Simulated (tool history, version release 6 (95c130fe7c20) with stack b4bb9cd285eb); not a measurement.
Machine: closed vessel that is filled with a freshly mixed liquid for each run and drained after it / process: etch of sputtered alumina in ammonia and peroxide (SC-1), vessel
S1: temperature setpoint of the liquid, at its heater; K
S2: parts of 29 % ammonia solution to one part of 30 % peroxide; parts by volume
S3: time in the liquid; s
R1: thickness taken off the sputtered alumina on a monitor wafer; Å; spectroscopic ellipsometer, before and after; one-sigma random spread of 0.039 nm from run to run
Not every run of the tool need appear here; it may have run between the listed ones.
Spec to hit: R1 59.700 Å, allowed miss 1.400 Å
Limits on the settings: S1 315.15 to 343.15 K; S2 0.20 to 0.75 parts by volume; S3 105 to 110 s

{"run": 1, "hour": 0.0, "S1": 331.15, "S2": 0.45, "S3": 105, "R1": 116.87}
{"run": 2, "hour": 7.7, "S1": 326.15, "S2": 0.45, "S3": 105, "R1": 89.54}
{"run": 3, "hour": 11.8, "S1": 332.65, "S2": 0.45, "S3": 105, "R1": 123.69}
{"run": 4, "hour": 13.2, "S1": 330.65, "S2": 0.45, "S3": 105, "R1": 114.16}
{"run": 5, "hour": 18.2, "S1": 330.65, "S2": 0.45, "S3": 110, "R1": 118.59}
{"run": 6, "hour": 20.3, "S1": 330.65, "S2": 0.3, "S3": 110, "R1": 113.34}
{"run": 7, "hour": 26.0, "S1": 330.65, "S2": 0.3, "S3": 110, "R1": 113.76}
{"run": 8, "hour": 33.2, "S1": 329.15, "S2": 0.3, "S3": 110, "R1": 104.71}
{"run": 9, "hour": 36.7, "S1": 327.65, "S2": 0.3, "S3": 110, "R1": 95.964}
{"run": 10, "hour": 45.0, "S1": 326.65, "S2": 0.3, "S3": 110, "R1": 92.563}
{"run": 11, "hour": 52.7, "S1": 325.65, "S2": 0.3, "S3": 110, "R1": 88.033}
{"run": 12, "hour": 56.9, "S1": 324.65, "S2": 0.3, "S3": 110, "R1": 83.236}
{"run": 13, "hour": 61.5, "S1": 323.65, "S2": 0.3, "S3": 110, "R1": 78.103}
{"run": 14, "hour": 65.5, "S1": 323.15, "S2": 0.3, "S3": 110, "R1": 76.364}
{"run": 15, "hour": 69.9, "S1": 322.65, "S2": 0.3, "S3": 110, "R1": 74.912}
{"run": 16, "hour": 77.4, "S1": 322.15, "S2": 0.3, "S3": 110, "R1": 72.477}
{"run": 17, "hour": 82.2, "S1": 317.65, "S2": 0.3, "S3": 110, "R1": 55.922}

Pick the move, out of 5, that brings all results within their allowed miss; only one does.
{"run": "A", "hour": 87.0, "S1": 319.65, "S2": 0.2, "S3": 105, "R1": "?"}
{"run": "B", "hour": 87.0, "S1": 320.15, "S2": 0.2, "S3": 110, "R1": "?"}
{"run": "C", "hour": 87.0, "S1": 318.15, "S2": 0.45, "S3": 110, "R1": "?"}
{"run": "D", "hour": 87.0, "S1": 318.65, "S2": 0.35, "S3": 105, "R1": "?"}
{"run": "E", "hour": 87.0, "S1": 318.15, "S2": 0.2, "S3": 110, "R1": "?"}

move=A R1=58.088
move=B R1=62.592
move=C R1=60.390
move=D R1=57.905
move=E R1=55.892
A: closer than the last run, but not yet in spec
B: takes the biggest miss from the last run beyond its target
C: every result lands within tolerance
D: closer than the last run, but not yet in spec
E: about the same distance from the targets as the last run
The right move is C.

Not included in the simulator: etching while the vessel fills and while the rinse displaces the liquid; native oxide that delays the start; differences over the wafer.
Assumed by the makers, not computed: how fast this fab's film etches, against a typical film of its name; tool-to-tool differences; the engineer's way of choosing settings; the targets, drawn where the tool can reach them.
